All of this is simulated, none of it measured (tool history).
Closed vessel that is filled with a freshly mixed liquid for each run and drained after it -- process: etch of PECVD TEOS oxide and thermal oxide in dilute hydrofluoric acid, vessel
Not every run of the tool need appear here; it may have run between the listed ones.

| run | hour | temperature setpoint of the liquid (K) | parts of water to one part of 49 % hydrofluoric acid (parts by volume) | time in the liquid (s) | thickness taken off the PECVD TEOS oxide on a monitor wafer (angstrom) | thickness taken off the thermal oxide on a monitor wafer (angstrom) |
|---|---|---|---|---|---|---|
| 1 | 0.0 | 293.15 | 250 | 560 | 248.39 | 80.726 |
| 2 | 5.7 | 292.65 | 270 | 560 | 222.20 | 73.524 |
| 3 | 11.3 | 292.65 | 290 | 560 | 202.14 | 66.605 |
| 4 | 13.5 | 292.15 | 305 | 560 | 185.87 | 60.919 |
| 5 | 17.5 | 291.65 | 320 | 560 | 171.91 | 56.192 |
| 6 | 21.2 | 291.65 | 330 | 560 | 165.79 | 54.299 |
| 7 | 23.6 | 291.65 | 330 | 560 | 165.91 | 54.228 |
| 8 | 32.6 | 291.65 | 340 | 560 | 158.93 | 52.141 |
| 9 | 34.4 | 291.65 | 350 | 560 | 153.74 | 50.350 |
| 10 | 38.4 | 291.65 | 360 | 560 | 147.93 | 48.564 |
| 11 | 40.6 | 291.15 | 365 | 560 | 143.03 | 47.482 |
| 12 | 49.2 | 291.15 | 375 | 560 | 138.64 | 45.155 |
| 13 | 57.1 | 291.15 | 380 | 560 | 134.76 | 44.552 |
| 14 | 60.1 | 291.15 | 385 | 560 | 133.72 | 43.670 |
| 15 | 66.9 | 291.15 | 385 | 560 | 134.49 | 43.874 |
| 16 | 69.5 | 291.15 | 390 | 560 | 131.02 | 42.401 |
| 17 | 77.8 | 290.65 | 400 | 560 | 125.15 | 40.318 |

Run 18 comes next. What will it give?
| 18 | 81.0 | 290.65 | 405 | 560 | ? | ? |

thickness taken off the PECVD TEOS oxide on a monitor wafer (angstrom): 122.95
thickness taken off the thermal oxide on a monitor wafer (angstrom): 40.046

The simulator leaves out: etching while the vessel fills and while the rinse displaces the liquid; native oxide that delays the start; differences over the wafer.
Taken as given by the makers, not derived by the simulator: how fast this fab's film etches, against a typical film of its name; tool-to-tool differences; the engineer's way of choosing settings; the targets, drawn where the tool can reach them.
